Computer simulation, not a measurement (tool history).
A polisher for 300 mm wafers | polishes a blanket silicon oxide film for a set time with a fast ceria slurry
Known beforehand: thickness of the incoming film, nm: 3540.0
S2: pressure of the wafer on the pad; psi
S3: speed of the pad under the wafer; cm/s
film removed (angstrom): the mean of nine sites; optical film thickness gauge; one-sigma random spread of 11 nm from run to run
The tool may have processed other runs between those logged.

{"run": 1, "hour": 0.0, "flow of slurry (ml/min)": 140, "S2": 2.7, "S3": 102, "polishing time (s)": 106, "film removed (angstrom)": 13687}
{"run": 2, "hour": 9.0, "flow of slurry (ml/min)": 140, "S2": 2.7, "S3": 102, "polishing time (s)": 112, "film removed (angstrom)": 14537}
{"run": 3, "hour": 11.3, "flow of slurry (ml/min)": 155, "S2": 2.8, "S3": 102, "polishing time (s)": 112, "film removed (angstrom)": 15265}
{"run": 4, "hour": 13.6, "flow of slurry (ml/min)": 140, "S2": 2.8, "S3": 102, "polishing time (s)": 112, "film removed (angstrom)": 15068}
{"run": 5, "hour": 21.3, "flow of slurry (ml/min)": 170, "S2": 2.8, "S3": 102, "polishing time (s)": 112, "film removed (angstrom)": 15384}
{"run": 6, "hour": 22.2, "flow of slurry (ml/min)": 170, "S2": 2.9, "S3": 102, "polishing time (s)": 112, "film removed (angstrom)": 16030}
{"run": 7, "hour": 27.9, "flow of slurry (ml/min)": 175, "S2": 3, "S3": 102, "polishing time (s)": 112, "film removed (angstrom)": 16589}

Forecast run 8:
{"run": 8, "hour": 32.6, "flow of slurry (ml/min)": 175, "S2": 3.1, "S3": 102, "polishing time (s)": 112, "film removed (angstrom)": "?"}

{"run 8": {"film removed (angstrom)": 17198}}
